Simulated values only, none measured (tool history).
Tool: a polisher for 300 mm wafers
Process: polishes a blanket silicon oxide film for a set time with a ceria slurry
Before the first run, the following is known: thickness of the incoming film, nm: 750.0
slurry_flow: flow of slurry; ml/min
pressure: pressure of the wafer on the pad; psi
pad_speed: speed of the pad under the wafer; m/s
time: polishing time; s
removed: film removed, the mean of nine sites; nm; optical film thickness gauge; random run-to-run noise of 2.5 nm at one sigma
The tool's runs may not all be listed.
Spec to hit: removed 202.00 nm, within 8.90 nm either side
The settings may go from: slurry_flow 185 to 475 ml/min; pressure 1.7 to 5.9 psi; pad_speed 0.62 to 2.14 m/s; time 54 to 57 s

run  hour  slurry_flow  pressure  pad_speed  time  removed
  1   0.0          305       3.8       1.38    54   338.45
  2   7.0          305       3.8       1.14    54   269.86
  3  11.6          305       3.6       1.14    54   260.18
  4  13.6          235       3.6       1.14    54   254.12
  5  17.5          235       3.5       1.14    54   243.02
  6  22.2          235       3.4       1.14    54   235.05
  7  27.1          235       3.3       1.14    54   237.80
  8  33.7          235       3.2       1.14    54   228.55
  9  41.4          235       2.7       1.12    54   190.19
     42.8  -- head pressure recalibrated
 10  42.8          235       2.8       1.12    54   217.37

Which one of the following 5 next-run settings gets every result inside its allowed miss? There is exactly one.
  A  44.2          265       3.2       0.86    56        ?
  B  44.2          245       2.7       1.26    55        ?
  C  44.2          250       2.7       1.20    56        ?
  D  44.2          300       2.4       1.26    57        ?
  E  44.2          235       2.3       1.30    56        ?

move  removed
   A   203.66
   B   242.85
   C   236.47
   D   230.04
   E   217.50
A: each result inside its tolerance
B: the biggest miss grows against the last run
C: the biggest miss grows against the last run
D: the biggest miss grows against the last run
E: roughly where the last run was
A is the move that brings every result within its allowed miss.
